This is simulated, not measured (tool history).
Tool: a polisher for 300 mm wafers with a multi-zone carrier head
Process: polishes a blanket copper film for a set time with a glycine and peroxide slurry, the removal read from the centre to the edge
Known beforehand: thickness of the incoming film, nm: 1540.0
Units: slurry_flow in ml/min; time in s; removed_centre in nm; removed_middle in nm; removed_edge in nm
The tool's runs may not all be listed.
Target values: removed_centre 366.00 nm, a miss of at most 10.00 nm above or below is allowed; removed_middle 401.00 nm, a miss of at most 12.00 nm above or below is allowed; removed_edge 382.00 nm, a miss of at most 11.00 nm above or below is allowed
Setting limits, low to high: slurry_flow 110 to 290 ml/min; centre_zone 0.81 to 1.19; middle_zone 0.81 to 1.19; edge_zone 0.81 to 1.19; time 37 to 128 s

Run 1, hour 0.0: slurry_flow 185 ml/min, centre_zone 1.00, middle_zone 1.00, edge_zone 1.00, time 82 s. Result: removed_centre 314.11 nm, removed_middle 308.49 nm, removed_edge 316.34 nm.
Run 2, hour 5.8: slurry_flow 185 ml/min, centre_zone 1.00, middle_zone 1.00, edge_zone 1.00, time 95 s. Result: removed_centre 366.26 nm, removed_middle 356.58 nm, removed_edge 368.16 nm.
Run 3, hour 13.4: slurry_flow 185 ml/min, centre_zone 1.00, middle_zone 1.00, edge_zone 1.03, time 95 s. Result: removed_centre 363.92 nm, removed_middle 356.12 nm, removed_edge 374.08 nm.
Run 4, hour 22.4: slurry_flow 185 ml/min, centre_zone 1.00, middle_zone 1.00, edge_zone 1.08, time 95 s. Result: removed_centre 364.73 nm, removed_middle 359.17 nm, removed_edge 378.91 nm.
Run 5, hour 27.4: slurry_flow 230 ml/min, centre_zone 1.00, middle_zone 1.00, edge_zone 1.08, time 95 s. Result: removed_centre 384.34 nm, removed_middle 375.15 nm, removed_edge 388.83 nm.
Run 6, hour 34.5: slurry_flow 230 ml/min, centre_zone 0.95, middle_zone 1.00, edge_zone 1.08, time 95 s. Result: removed_centre 363.72 nm, removed_middle 378.10 nm, removed_edge 393.20 nm.
Run 7, hour 36.2: slurry_flow 235 ml/min, centre_zone 0.95, middle_zone 1.02, edge_zone 1.06, time 95 s. Result: removed_centre 357.22 nm, removed_middle 384.91 nm, removed_edge 388.22 nm.
Run 8, hour 43.2: slurry_flow 245 ml/min, centre_zone 0.96, middle_zone 1.03, edge_zone 1.05, time 95 s. Result: removed_centre 372.94 nm, removed_middle 384.27 nm, removed_edge 391.18 nm.

Consider the 4 candidate settings below. Which is the only one whose results all fall within their allowed miss of target?
Run A, hour 50.2: slurry_flow 265 ml/min, centre_zone 0.93, middle_zone 1.12, edge_zone 0.97, time 90 s. Result: removed_centre ?, removed_middle ?, removed_edge ?.
Run B, hour 50.2: slurry_flow 290 ml/min, centre_zone 0.97, middle_zone 1.10, edge_zone 1.06, time 91 s. Result: removed_centre ?, removed_middle ?, removed_edge ?.
Run C, hour 50.2: slurry_flow 245 ml/min, centre_zone 0.99, middle_zone 1.03, edge_zone 1.09, time 91 s. Result: removed_centre ?, removed_middle ?, removed_edge ?.
Run D, hour 50.2: slurry_flow 270 ml/min, centre_zone 1.05, middle_zone 1.08, edge_zone 1.08, time 92 s. Result: removed_centre ?, removed_middle ?, removed_edge ?.

move  removed_centre  removed_middle  removed_edge
   A          339.82          394.54        359.80
   B          363.33          397.50        382.65
   C          361.00          366.92        381.30
   D          393.60          391.66        387.63
A: meets the target for the result that was furthest off, but another lies outside its allowed miss
B: every result lands within tolerance
C: the biggest miss grows against the last run
D: meets the target for the result that was furthest off, but another lies outside its allowed miss
B is the move that brings every result within its allowed miss.

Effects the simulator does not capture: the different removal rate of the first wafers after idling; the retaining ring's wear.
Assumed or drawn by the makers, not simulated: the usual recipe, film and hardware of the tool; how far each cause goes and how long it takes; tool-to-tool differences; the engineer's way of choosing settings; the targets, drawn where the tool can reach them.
